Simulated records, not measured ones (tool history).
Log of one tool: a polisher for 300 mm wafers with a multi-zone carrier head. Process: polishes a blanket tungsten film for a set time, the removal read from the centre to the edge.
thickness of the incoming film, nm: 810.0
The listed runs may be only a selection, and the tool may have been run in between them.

| run | day | flow of slurry (ml/min) | pressure of the head's centre zone | pressure of the head's middle zone | pressure of the head's edge zone | abrasive content of the slurry | polishing time (s) | film removed at the wafer's centre (Å) | film removed at mid-radius (Å) | film removed at the wafer's edge (Å) |
|---|---|---|---|---|---|---|---|---|---|---|
| 1 | 0 | 195 | 1 | 1 | 1 | 1 | 85 | 3025.6 | 3077.2 | 3052.1 |
| 2 | 0.192 | 185 | 0.97 | 1.02 | 0.97 | 0.9 | 84 | 2773.7 | 2907.7 | 2851.8 |
| 3 | 0.271 | 165 | 0.97 | 1.02 | 0.97 | 0.9 | 84 | 2708.5 | 2851 | 2814 |
| 4 | 0.596 | 165 | 0.97 | 1.05 | 0.97 | 0.9 | 84 | 2687.5 | 2941.9 | 2802.8 |
| 5 | 0.958 | 160 | 0.95 | 1.07 | 0.94 | 0.85 | 84 | 2590.7 | 2951.7 | 2710.2 |
| 6 | 1.058 | 160 | 0.95 | 1.07 | 0.91 | 0.85 | 84 | 2551.1 | 2932.9 | 2655.9 |
| 7 | 1.421 | 155 | 0.93 | 1.08 | 0.89 | 0.8 | 84 | 2433.6 | 2853.6 | 2566.2 |
| 8 | 1.492 | 150 | 0.92 | 1.09 | 0.87 | 0.8 | 84 | 2380.2 | 2851.3 | 2539.3 |
| 9 | 1.533 | 145 | 0.91 | 1.1 | 0.86 | 0.8 | 84 | 2369.3 | 2872.8 | 2484 |
| 10 | 1.612 | 120 | 0.81 | 1.1 | 0.82 | 0.75 | 84 | 1955.9 | 2680.3 | 2300.6 |
| 11 | 1.904 | 130 | 0.82 | 1.1 | 0.82 | 0.75 | 84 | 2003.1 | 2728.7 | 2351.3 |

Run 12 comes next. What will it give?
|  | 2.233 | slurry nozzle cleaned |
| 12 | 2.233 | 135 | 0.83 | 1.11 | 0.82 | 0.75 | 84 | ? | ? | ? |

film removed at the wafer's centre (Å): 2254.9
film removed at mid-radius (Å): 3051
film removed at the wafer's edge (Å): 2533.5

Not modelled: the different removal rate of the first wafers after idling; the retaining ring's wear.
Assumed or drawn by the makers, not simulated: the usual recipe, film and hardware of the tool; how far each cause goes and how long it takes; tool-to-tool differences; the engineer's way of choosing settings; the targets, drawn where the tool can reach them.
